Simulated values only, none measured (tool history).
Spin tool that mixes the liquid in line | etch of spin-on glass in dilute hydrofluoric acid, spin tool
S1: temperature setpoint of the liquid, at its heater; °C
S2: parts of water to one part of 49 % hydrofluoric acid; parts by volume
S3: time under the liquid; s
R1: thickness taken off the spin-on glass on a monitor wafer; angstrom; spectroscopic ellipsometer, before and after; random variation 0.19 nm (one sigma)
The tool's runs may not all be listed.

| run | day | S1 | S2 | S3 | R1 |
|---|---|---|---|---|---|
| 1 | 0 | 23 | 290 | 110 | 69.247 |
| 2 | 0.175 | 23 | 290 | 110 | 70.528 |
| 3 | 0.483 | 20 | 290 | 110 | 63.413 |
| 4 | 0.617 | 21.5 | 250 | 110 | 78.854 |
| 5 | 0.733 | 23 | 220 | 110 | 99.163 |
| 6 | 0.992 | 24 | 200 | 110 | 116.71 |
| 7 | 1.288 | 25 | 185 | 110 | 131.91 |
| 8 | 1.512 | 26 | 175 | 110 | 147.08 |
| 9 | 1.85 | 27 | 165 | 110 | 162.13 |

The next listed run, before its measurement:
|  | 2.079 | hydrofluoric acid flow meter replaced |
| 10 | 2.079 | 27.5 | 160 | 110 | ? |

Run 10 gave R1 187.38 angstrom.
